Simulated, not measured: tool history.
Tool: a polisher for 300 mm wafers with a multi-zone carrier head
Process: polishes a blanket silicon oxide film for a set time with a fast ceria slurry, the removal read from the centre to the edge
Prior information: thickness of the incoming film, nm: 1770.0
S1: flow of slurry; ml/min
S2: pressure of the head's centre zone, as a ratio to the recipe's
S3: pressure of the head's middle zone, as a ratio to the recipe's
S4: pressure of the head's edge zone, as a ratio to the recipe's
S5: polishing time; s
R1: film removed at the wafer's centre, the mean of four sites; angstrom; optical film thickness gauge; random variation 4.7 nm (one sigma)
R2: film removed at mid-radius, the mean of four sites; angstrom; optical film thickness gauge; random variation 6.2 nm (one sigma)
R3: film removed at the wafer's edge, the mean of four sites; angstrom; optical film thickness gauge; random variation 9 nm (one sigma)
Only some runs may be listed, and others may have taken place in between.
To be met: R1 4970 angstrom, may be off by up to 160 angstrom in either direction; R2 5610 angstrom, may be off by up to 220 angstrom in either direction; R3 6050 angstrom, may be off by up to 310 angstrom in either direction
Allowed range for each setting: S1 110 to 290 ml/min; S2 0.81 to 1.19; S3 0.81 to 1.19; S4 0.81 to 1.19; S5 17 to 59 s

Run 1, day 0: S1 185 ml/min, S2 1, S3 1, S4 1, S5 38 s. Result: R1 4301 angstrom, R2 4366.6 angstrom, R3 4317.1 angstrom.
Run 2, day 0.038: S1 190 ml/min, S2 0.97, S3 1, S4 1.05, S5 41 s. Result: R1 4498.9 angstrom, R2 4696.2 angstrom, R3 4874.2 angstrom.
Run 3, day 0.321: S1 200 ml/min, S2 0.96, S3 1.02, S4 1.09, S5 42 s. Result: R1 4527.2 angstrom, R2 4895.4 angstrom, R3 5095.9 angstrom.
Run 4, day 0.483: S1 200 ml/min, S2 0.96, S3 1.02, S4 1.12, S5 42 s. Result: R1 4582.7 angstrom, R2 4898.2 angstrom, R3 5143.2 angstrom.
Run 5, day 0.767: S1 205 ml/min, S2 0.95, S3 1.02, S4 1.14, S5 43 s. Result: R1 4745 angstrom, R2 5068.8 angstrom, R3 5314.2 angstrom.
Run 6, day 0.879: S1 230 ml/min, S2 0.95, S3 1.02, S4 1.14, S5 43 s. Result: R1 4742.9 angstrom, R2 5116 angstrom, R3 5218.7 angstrom.
Run 7, day 1.171: S1 230 ml/min, S2 0.95, S3 1.02, S4 1.14, S5 43 s. Result: R1 4723.2 angstrom, R2 5105.2 angstrom, R3 5296.2 angstrom.
Run 8, day 1.479: S1 225 ml/min, S2 0.94, S3 1.02, S4 1.15, S5 44 s. Result: R1 4775.8 angstrom, R2 5119.6 angstrom, R3 5432.5 angstrom.
Run 9, day 1.792: S1 220 ml/min, S2 0.93, S3 1.03, S4 1.16, S5 45 s. Result: R1 4896.9 angstrom, R2 5175.7 angstrom, R3 5584.4 angstrom.
Run 10, day 2.088: S1 220 ml/min, S2 0.91, S3 1.07, S4 1.17, S5 46 s. Result: R1 4855.7 angstrom, R2 5584 angstrom, R3 5587.6 angstrom.

4 next moves are on the table. One of them brings every result within its allowed miss. Which?
Run A, day 2.383: S1 240 ml/min, S2 0.94, S3 0.98, S4 1.16, S5 49 s. Result: R1 ?, R2 ?, R3 ?.
Run B, day 2.383: S1 170 ml/min, S2 0.9, S3 1.03, S4 1.19, S5 49 s. Result: R1 ?, R2 ?, R3 ?.
Run C, day 2.383: S1 220 ml/min, S2 0.95, S3 0.99, S4 1.18, S5 49 s. Result: R1 ?, R2 ?, R3 ?.
Run D, day 2.383: S1 220 ml/min, S2 0.81, S3 0.98, S4 1.15, S5 49 s. Result: R1 ?, R2 ?, R3 ?.

move      R1      R2      R3
   A  5445.6    5548  6060.9
   B  5032.5  5546.8  5976.9
   C  5457.1  5539.7  6065.6
   D  4646.1    5509  6005.9
A: the furthest-off result lands on target, but another misses its tolerance
B: in spec on every target
C: the furthest-off result lands on target, but another misses its tolerance
D: the furthest-off result lands on target, but another misses its tolerance
Move B is the one to make.
